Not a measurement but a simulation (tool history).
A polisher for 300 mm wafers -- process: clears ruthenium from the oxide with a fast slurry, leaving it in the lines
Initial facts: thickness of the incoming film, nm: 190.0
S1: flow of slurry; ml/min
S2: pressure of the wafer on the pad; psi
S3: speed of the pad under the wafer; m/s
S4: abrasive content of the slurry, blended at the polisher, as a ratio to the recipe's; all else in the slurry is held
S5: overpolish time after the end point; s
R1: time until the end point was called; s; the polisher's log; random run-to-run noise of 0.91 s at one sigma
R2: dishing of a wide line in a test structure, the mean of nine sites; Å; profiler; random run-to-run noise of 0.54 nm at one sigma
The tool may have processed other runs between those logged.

{"run": 1, "hour": 0.0, "S1": 285, "S2": 3.4, "S3": 0.94, "S4": 1.0, "S5": 27, "R1": 35.89, "R2": 1023.2}
{"run": 2, "hour": 3.1, "S1": 285, "S2": 2.9, "S3": 0.88, "S4": 1.0, "S5": 21, "R1": 42.076, "R2": 692.06}
{"run": 3, "hour": 8.7, "S1": 285, "S2": 3.5, "S3": 0.88, "S4": 1.0, "S5": 21, "R1": 36.542, "R2": 808.43}
{"run": 4, "hour": 17.2, "S1": 285, "S2": 3.5, "S3": 0.88, "S4": 0.8, "S5": 21, "R1": 40.455, "R2": 723.62}
{"run": 5, "hour": 20.5, "S1": 320, "S2": 2.9, "S3": 0.92, "S4": 0.7, "S5": 17, "R1": 46.732, "R2": 529.75}
{"run": 6, "hour": 27.5, "S1": 320, "S2": 2.9, "S3": 0.92, "S4": 0.7, "S5": 22, "R1": 48.177, "R2": 662.81}
{"run": 7, "hour": 34.8, "S1": 270, "S2": 2.5, "S3": 0.94, "S4": 0.7, "S5": 17, "R1": 52.93, "R2": 486.28}
{"run": 8, "hour": 35.8, "S1": 235, "S2": 2.2, "S3": 1.02, "S4": 0.65, "S5": 14, "R1": 55.812, "R2": 371.11}
{"run": 9, "hour": 37.7, "S1": 170, "S2": 2.0, "S3": 1.16, "S4": 0.5, "S5": 8, "R1": 66.933, "R2": 189.23}
{"run": 10, "hour": 42.2, "S1": 195, "S2": 2.1, "S3": 1.16, "S4": 0.5, "S5": 8, "R1": 63.288, "R2": 199.96}

Predict the results of run 11:
{"run": 11, "hour": 48.3, "S1": 215, "S2": 2.1, "S3": 1.14, "S4": 0.5, "S5": 8, "R1": "?", "R2": "?"}

R1: 63.940 s
R2: 202.62 Å
